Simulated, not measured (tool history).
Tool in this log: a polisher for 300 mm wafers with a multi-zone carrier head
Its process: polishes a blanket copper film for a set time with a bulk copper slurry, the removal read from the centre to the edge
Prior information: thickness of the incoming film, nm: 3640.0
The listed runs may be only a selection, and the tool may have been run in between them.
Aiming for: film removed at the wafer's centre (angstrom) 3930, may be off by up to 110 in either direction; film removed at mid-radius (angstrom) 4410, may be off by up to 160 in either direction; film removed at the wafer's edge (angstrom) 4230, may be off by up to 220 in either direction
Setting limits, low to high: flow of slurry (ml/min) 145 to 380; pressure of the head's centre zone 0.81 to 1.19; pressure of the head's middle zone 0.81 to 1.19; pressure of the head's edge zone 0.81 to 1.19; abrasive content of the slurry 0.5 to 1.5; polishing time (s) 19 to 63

| run | hour | flow of slurry (ml/min) | pressure of the head's centre zone | pressure of the head's middle zone | pressure of the head's edge zone | abrasive content of the slurry | polishing time (s) | film removed at the wafer's centre (angstrom) | film removed at mid-radius (angstrom) | film removed at the wafer's edge (angstrom) |
|---|---|---|---|---|---|---|---|---|---|---|
| 1 | 0 | 245 | 1 | 1 | 1 | 1 | 41 | 4468.5 | 4606.3 | 4517.6 |
| 2 | 2.9 | 305 | 1 | 1 | 1 | 1 | 41 | 4626.4 | 4659.1 | 4605.9 |
| 3 | 10.3 | 295 | 0.98 | 1 | 0.99 | 0.95 | 41 | 4409.6 | 4565.6 | 4589.5 |
| 4 | 15.6 | 285 | 0.97 | 1 | 0.97 | 0.95 | 41 | 4446.2 | 4567.8 | 4473.6 |
| 5 | 20.1 | 285 | 0.89 | 1 | 0.97 | 0.95 | 41 | 4006 | 4551.5 | 4516.5 |
| 6 | 23 | 285 | 0.89 | 1 | 0.97 | 0.95 | 32 | 3141.9 | 3601.9 | 3562.1 |
| 7 | 24.1 | 285 | 0.89 | 1 | 0.97 | 0.95 | 32 | 3107 | 3599.5 | 3494.7 |
| 8 | 30.6 | 290 | 0.92 | 1.02 | 1 | 1 | 32 | 3256.7 | 3688.1 | 3676.5 |
| 9 | 36 | 295 | 0.94 | 1.05 | 1.01 | 1.05 | 32 | 3418.2 | 3899.6 | 3695.8 |
| 10 | 37 | 300 | 0.95 | 1.06 | 1.04 | 1.1 | 32 | 3408.5 | 3966.4 | 3769 |
| 11 | 38.2 | 305 | 0.97 | 1.06 | 1.06 | 1.15 | 32 | 3527.9 | 3974.7 | 3799.5 |

Next run, 5 choices. One meets every target within its allowed miss, the rest don't. Which?
| A | 39.4 | 340 | 1.16 | 0.93 | 1.03 | 1.3 | 31 | ? | ? | ? |
| B | 39.4 | 365 | 0.86 | 0.97 | 1.19 | 0.85 | 33 | ? | ? | ? |
| C | 39.4 | 320 | 0.91 | 0.84 | 1.17 | 1 | 34 | ? | ? | ? |
| D | 39.4 | 305 | 1.03 | 1.02 | 1.03 | 1.15 | 36 | ? | ? | ? |
| E | 39.4 | 295 | 0.95 | 1.06 | 1.02 | 1.25 | 36 | ? | ? | ? |

| move | film removed at the wafer's centre (angstrom) | film removed at mid-radius (angstrom) | film removed at the wafer's edge (angstrom) |
|---|---|---|---|
| A | 4295.4 | 3520.7 | 3826 |
| B | 3180.1 | 3652.2 | 4109.8 |
| C | 3511.5 | 3386.5 | 4275.2 |
| D | 4294.3 | 4292.1 | 4317 |
| E | 4001.8 | 4485.6 | 4344.6 |
A: takes the biggest miss from the last run beyond its target
B: lands further from the targets than the last run did
C: lands further from the targets than the last run did
D: takes the biggest miss from the last run beyond its target
E: hits every target within its allowed miss
So the answer is move E, the one that meets all the targets.
